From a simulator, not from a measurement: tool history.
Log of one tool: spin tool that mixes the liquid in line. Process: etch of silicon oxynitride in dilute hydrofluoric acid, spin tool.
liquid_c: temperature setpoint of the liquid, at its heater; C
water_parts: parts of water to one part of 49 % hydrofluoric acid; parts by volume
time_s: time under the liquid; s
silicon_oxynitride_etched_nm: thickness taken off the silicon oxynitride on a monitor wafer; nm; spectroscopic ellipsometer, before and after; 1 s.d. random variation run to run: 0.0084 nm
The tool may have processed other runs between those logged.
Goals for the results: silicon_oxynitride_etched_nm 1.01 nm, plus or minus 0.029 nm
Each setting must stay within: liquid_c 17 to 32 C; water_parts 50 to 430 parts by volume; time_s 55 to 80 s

run,day,liquid_c,water_parts,time_s,silicon_oxynitride_etched_nm
1,0,24,240,80,1.593
2,0.304,24,240,80,1.6305
3,0.558,22.5,250,80,1.4247
4,0.858,21.5,255,80,1.3272
5,1.133,20.5,260,80,1.2305
6,1.167,20.5,180,80,1.9111
7,1.362,20,200,80,1.6686
8,1.517,19.5,215,80,1.4823
9,1.858,19,225,80,1.3963
10,2.217,17,285,80,0.97051

Consider the 5 candidate settings below. Which is the only one whose results all fall within their allowed miss of target?
A,2.575,17,195,55,?
B,2.575,17,295,80,?
C,2.575,18,300,80,?
D,2.575,17.5,280,75,?
E,2.575,17,205,55,?

move,silicon_oxynitride_etched_nm
A,1.0281
B,0.93398
C,0.95867
D,0.95184
E,0.9722
A: in spec on every target
B: misses by more than the last run did
C: misses by more than the last run did
D: misses by more than the last run did
E: neither nearer nor further off than the last run
A meets every target.
